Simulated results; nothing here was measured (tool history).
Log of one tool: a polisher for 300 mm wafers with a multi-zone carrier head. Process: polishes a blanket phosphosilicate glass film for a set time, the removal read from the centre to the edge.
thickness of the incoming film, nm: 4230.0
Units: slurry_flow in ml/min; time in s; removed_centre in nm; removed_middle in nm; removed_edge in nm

| run | hour | slurry_flow | centre_zone | middle_zone | edge_zone | slurry_solids | time | removed_centre | removed_middle | removed_edge |
|---|---|---|---|---|---|---|---|---|---|---|
| 1 | 0 | 210 | 1 | 1 | 1 | 1 | 66 | 332.35 | 348.74 | 343.78 |
| 2 | 7.2 | 210 | 0.94 | 1 | 1 | 1 | 66 | 307.84 | 352.56 | 339.66 |
| 3 | 11.6 | 210 | 0.94 | 1 | 1 | 1 | 73 | 345.19 | 384.69 | 375.35 |
| 4 | 19 | 205 | 0.95 | 0.96 | 0.96 | 0.85 | 69 | 286.66 | 311.14 | 307.05 |
| 5 | 25.9 | 205 | 0.95 | 0.96 | 0.91 | 0.85 | 69 | 287.37 | 310.95 | 302.38 |
| 6 | 29.8 | 200 | 0.96 | 0.93 | 0.88 | 0.75 | 69 | 251.53 | 274.27 | 263.48 |
| 7 | 33 | 190 | 0.98 | 0.9 | 0.86 | 0.75 | 69 | 265.54 | 264.05 | 259.07 |

Run 8 comes next. What will it give?
| 8 | 35.4 | 180 | 0.97 | 0.88 | 0.85 | 0.7 | 69 | ? | ? | ? |

Run 8 gave removed_centre 235.98 nm, removed_middle 243.32 nm, removed_edge 239.97 nm.
